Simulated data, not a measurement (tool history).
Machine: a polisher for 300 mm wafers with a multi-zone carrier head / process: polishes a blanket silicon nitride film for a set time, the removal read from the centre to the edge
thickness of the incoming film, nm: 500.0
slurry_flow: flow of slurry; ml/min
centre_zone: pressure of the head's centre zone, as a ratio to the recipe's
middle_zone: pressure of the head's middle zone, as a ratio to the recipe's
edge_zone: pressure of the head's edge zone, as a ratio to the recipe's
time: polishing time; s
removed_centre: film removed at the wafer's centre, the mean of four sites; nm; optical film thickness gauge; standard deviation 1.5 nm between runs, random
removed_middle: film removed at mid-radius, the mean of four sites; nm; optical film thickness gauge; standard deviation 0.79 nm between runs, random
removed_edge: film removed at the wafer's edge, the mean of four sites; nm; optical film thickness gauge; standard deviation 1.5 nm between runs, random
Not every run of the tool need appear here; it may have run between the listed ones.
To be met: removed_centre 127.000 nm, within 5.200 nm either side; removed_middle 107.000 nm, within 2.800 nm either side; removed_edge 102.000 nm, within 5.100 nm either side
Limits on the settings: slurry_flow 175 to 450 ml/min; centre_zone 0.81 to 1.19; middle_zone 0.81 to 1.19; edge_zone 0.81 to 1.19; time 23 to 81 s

run  hour  slurry_flow  centre_zone  middle_zone  edge_zone  time  removed_centre  removed_middle  removed_edge
  1   0.0          290         1.00         1.00       1.00    52         101.450         100.560       101.570
  2   0.6          290         1.04         1.00       1.00    52         106.470         100.770       100.000
  3   3.2          295         1.06         1.00       1.01    52         108.740         102.230       100.430
  4   4.0          295         1.06         1.00       1.01    43          91.031          83.394        81.117
  5   6.9          295         1.12         1.00       1.01    43          96.303          83.266        81.716
  6  15.0          295         1.12         0.93       1.01    43          95.025          78.614        82.621
  7  16.7          300         1.13         0.95       1.02    45         100.230          83.857        85.319
  8  22.3          300         1.14         0.96       1.02    47         104.420          87.713        91.453
  9  27.3          310         1.15         0.97       1.00    48         108.370          89.622        89.423
 10  34.3          315         1.16         0.98       1.01    49         110.740          94.468        94.709
 11  37.2          310         1.17         0.98       1.00    50         115.440          94.991        97.888
 12  46.2          320         1.17         1.00       0.99    50         115.990          96.737        95.194
 13  47.3          325         1.17         1.01       0.99    51         116.880         101.120        96.319
 14  54.5          325         1.17         1.01       0.98    52         121.250         102.190        96.837

Exercise: of the 4 proposed moves below, exactly one satisfies all targets within the stated allowed misses. Which move is it?
  A  61.7          340         1.09         1.06       1.06    52               ?               ?             ?
  B  61.7          350         1.19         1.02       1.06    50               ?               ?             ?
  C  61.7          300         1.19         1.04       0.95    54               ?               ?             ?
  D  61.7          325         1.16         0.88       1.09    56               ?               ?             ?

move  removed_centre  removed_middle  removed_edge
   A         113.930         107.620       102.440
   B         119.900         100.310        98.713
   C         127.890         108.900       100.200
   D         129.980          98.769       111.860
A: brings the last run's worst result on target, with another outside its allowed miss
B: lands further from the targets than the last run did
C: all results in spec
D: lands further from the targets than the last run did
The right move is C.
